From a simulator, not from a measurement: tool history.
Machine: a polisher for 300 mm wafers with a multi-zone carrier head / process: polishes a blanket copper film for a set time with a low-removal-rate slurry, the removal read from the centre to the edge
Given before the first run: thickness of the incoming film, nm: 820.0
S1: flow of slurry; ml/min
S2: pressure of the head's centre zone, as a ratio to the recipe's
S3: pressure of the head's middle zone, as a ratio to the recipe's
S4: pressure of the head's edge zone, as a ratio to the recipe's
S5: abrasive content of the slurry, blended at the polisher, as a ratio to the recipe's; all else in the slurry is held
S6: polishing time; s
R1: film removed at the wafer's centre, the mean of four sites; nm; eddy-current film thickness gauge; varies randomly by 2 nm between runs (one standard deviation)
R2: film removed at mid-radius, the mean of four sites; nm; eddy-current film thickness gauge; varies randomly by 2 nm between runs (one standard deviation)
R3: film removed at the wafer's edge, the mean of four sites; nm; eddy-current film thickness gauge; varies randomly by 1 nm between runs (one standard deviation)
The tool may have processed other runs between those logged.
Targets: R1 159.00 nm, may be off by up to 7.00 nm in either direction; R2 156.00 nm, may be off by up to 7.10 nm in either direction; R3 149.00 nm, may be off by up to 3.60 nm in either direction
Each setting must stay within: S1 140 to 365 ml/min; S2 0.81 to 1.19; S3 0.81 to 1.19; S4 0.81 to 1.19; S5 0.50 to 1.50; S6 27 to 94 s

run	hour	S1	S2	S3	S4	S5	S6	R1	R2	R3
1	0.0	235	1.00	1.00	1.00	1.00	60	112.74	110.73	112.95
2	3.0	240	1.01	1.02	1.01	1.05	61	115.75	115.53	116.00
3	5.3	240	1.01	1.02	0.94	1.05	61	113.56	115.27	112.08
4	9.5	245	1.02	1.03	0.96	1.10	62	118.28	117.70	116.32
5	14.1	245	1.02	1.03	0.96	1.10	74	143.44	145.49	139.63
6	19.5	250	1.03	1.03	0.97	1.10	74	142.95	146.21	141.49
7	26.4	250	1.04	1.03	0.97	1.10	74	143.42	145.32	139.66
8	28.4	250	1.05	1.03	0.98	1.10	74	145.34	146.78	140.49
9	33.9	250	1.06	1.03	0.99	1.10	74	149.05	142.61	142.10
10	38.6	250	1.06	1.04	0.99	1.10	74	149.58	148.38	140.65
11	45.3	250	1.06	1.04	1.00	1.10	74	151.51	146.62	141.53
12	47.2	250	1.06	1.04	1.01	1.10	74	146.38	149.09	141.03
13	48.3	250	1.07	1.04	1.01	1.10	74	153.15	143.76	142.83
14	54.7	250	1.07	1.05	1.01	1.10	74	148.94	145.95	141.59

5 candidate next runs follow, results not yet known. Just one meets every target within its allowed miss. Identify it.
A	61.1	230	1.19	0.93	1.03	1.05	78	?	?	?
B	61.1	235	1.13	0.94	1.08	1.05	75	?	?	?
C	61.1	270	1.10	1.06	0.93	1.40	73	?	?	?
D	61.1	300	1.10	1.06	1.02	0.80	80	?	?	?
E	61.1	275	1.11	1.10	0.94	1.45	71	?	?	?

move	R1	R2	R3
A	171.40	138.16	149.03
B	156.91	134.42	146.87
C	160.34	155.85	142.60
D	159.40	154.73	147.42
E	158.90	157.87	140.50
A: meets the target for the result that was furthest off, but another lies outside its allowed miss
B: meets the target for the result that was furthest off, but another lies outside its allowed miss
C: nearer than the last run, and not there yet
D: hits every target within its allowed miss
E: the biggest miss grows against the last run
So the answer is move D, the one that meets all the targets.

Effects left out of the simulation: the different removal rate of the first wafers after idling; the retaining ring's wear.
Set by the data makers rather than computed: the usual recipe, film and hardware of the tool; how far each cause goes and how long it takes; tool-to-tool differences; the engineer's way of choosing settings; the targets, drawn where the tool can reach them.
